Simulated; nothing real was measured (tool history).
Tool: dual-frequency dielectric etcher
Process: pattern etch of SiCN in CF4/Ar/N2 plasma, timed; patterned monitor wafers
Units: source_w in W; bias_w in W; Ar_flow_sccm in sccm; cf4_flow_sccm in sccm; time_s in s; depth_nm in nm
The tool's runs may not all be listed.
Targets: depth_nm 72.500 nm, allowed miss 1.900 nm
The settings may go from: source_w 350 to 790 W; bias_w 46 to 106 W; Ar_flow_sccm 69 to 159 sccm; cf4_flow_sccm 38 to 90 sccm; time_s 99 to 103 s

run 1 hour=0.0 | source_w=570 bias_w=76 Ar_flow_sccm=114 cf4_flow_sccm=64 time_s=99 | depth_nm=86.800
run 2 hour=5.6 | source_w=530 bias_w=75 Ar_flow_sccm=114 cf4_flow_sccm=64 time_s=99 | depth_nm=81.095
run 3 hour=8.7 | source_w=530 bias_w=81 Ar_flow_sccm=114 cf4_flow_sccm=64 time_s=99 | depth_nm=83.476
run 4 hour=14.5 | source_w=590 bias_w=81 Ar_flow_sccm=114 cf4_flow_sccm=64 time_s=99 | depth_nm=91.884
run 5 hour=15.6 | source_w=540 bias_w=80 Ar_flow_sccm=114 cf4_flow_sccm=64 time_s=99 | depth_nm=84.490
-- hour=18.9 source power generator calibrated
run 6 hour=18.9 | source_w=540 bias_w=80 Ar_flow_sccm=114 cf4_flow_sccm=64 time_s=103 | depth_nm=91.667
run 7 hour=21.0 | source_w=490 bias_w=79 Ar_flow_sccm=114 cf4_flow_sccm=64 time_s=103 | depth_nm=83.564
run 8 hour=24.3 | source_w=390 bias_w=77 Ar_flow_sccm=115 cf4_flow_sccm=64 time_s=103 | depth_nm=67.547
run 9 hour=30.0 | source_w=400 bias_w=77 Ar_flow_sccm=115 cf4_flow_sccm=64 time_s=103 | depth_nm=69.015
run 10 hour=36.9 | source_w=410 bias_w=77 Ar_flow_sccm=115 cf4_flow_sccm=64 time_s=103 | depth_nm=70.584

4 next moves are on the table. One of them brings every result within its allowed miss. Which?
run A hour=43.8 | source_w=440 bias_w=78 Ar_flow_sccm=100 cf4_flow_sccm=74 time_s=102 | depth_nm=?
run B hour=43.8 | source_w=420 bias_w=65 Ar_flow_sccm=119 cf4_flow_sccm=67 time_s=103 | depth_nm=?
run C hour=43.8 | source_w=480 bias_w=76 Ar_flow_sccm=126 cf4_flow_sccm=74 time_s=99 | depth_nm=?
run D hour=43.8 | source_w=430 bias_w=81 Ar_flow_sccm=118 cf4_flow_sccm=64 time_s=100 | depth_nm=?

move=A depth_nm=77.356
move=B depth_nm=66.968
move=C depth_nm=77.695
move=D depth_nm=72.689
A: takes the result that was furthest off past its target
B: further off than the last run
C: takes the result that was furthest off past its target
D: meets every target
Answer: D
